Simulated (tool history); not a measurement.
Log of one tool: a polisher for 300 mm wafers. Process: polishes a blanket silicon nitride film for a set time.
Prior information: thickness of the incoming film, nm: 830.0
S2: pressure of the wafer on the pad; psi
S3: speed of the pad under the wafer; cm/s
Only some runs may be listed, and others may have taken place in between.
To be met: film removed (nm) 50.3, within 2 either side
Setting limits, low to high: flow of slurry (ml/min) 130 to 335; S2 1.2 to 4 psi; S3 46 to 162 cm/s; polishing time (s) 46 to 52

Run 1, hour 0: flow of slurry (ml/min) 215, S2 2.6 psi, S3 104 cm/s, polishing time (s) 52. Result: film removed (nm) 79.423.
Run 2, hour 5.4: flow of slurry (ml/min) 190, S2 2.6 psi, S3 104 cm/s, polishing time (s) 52. Result: film removed (nm) 78.534.
Run 3, hour 7.2: flow of slurry (ml/min) 190, S2 2.6 psi, S3 128 cm/s, polishing time (s) 52. Result: film removed (nm) 88.802.
Run 4, hour 10.3: flow of slurry (ml/min) 135, S2 2.6 psi, S3 128 cm/s, polishing time (s) 52. Result: film removed (nm) 86.296.
Run 5, hour 11.7: flow of slurry (ml/min) 130, S2 2.6 psi, S3 128 cm/s, polishing time (s) 52. Result: film removed (nm) 85.845.
Run 6, hour 17.7: flow of slurry (ml/min) 130, S2 2.6 psi, S3 128 cm/s, polishing time (s) 52. Result: film removed (nm) 84.234.
Run 7, hour 25.4: flow of slurry (ml/min) 130, S2 2.3 psi, S3 126 cm/s, polishing time (s) 52. Result: film removed (nm) 75.828.
Run 8, hour 30.7: flow of slurry (ml/min) 130, S2 2.3 psi, S3 126 cm/s, polishing time (s) 52. Result: film removed (nm) 73.809.

Exercise: of the 4 proposed moves below, exactly one satisfies all targets within the stated allowed misses. Which move is it?
Run A, hour 36: flow of slurry (ml/min) 130, S2 2 psi, S3 120 cm/s, polishing time (s) 46. Result: film removed (nm) ?.
Run B, hour 36: flow of slurry (ml/min) 235, S2 1.7 psi, S3 96 cm/s, polishing time (s) 46. Result: film removed (nm) ?.
Run C, hour 36: flow of slurry (ml/min) 140, S2 1.7 psi, S3 108 cm/s, polishing time (s) 46. Result: film removed (nm) ?.
Run D, hour 36: flow of slurry (ml/min) 130, S2 2.1 psi, S3 92 cm/s, polishing time (s) 46. Result: film removed (nm) ?.

move  film removed (nm)
   A             55.005
   B             43.431
   C             44.394
   D             48.879
A: gains on the last run, yet a result remains outside its allowed miss
B: the result that was furthest off in the last run now lies on the other side of its target
C: the result that was furthest off in the last run now lies on the other side of its target
D: every result lands within tolerance
Move D is the one to make.
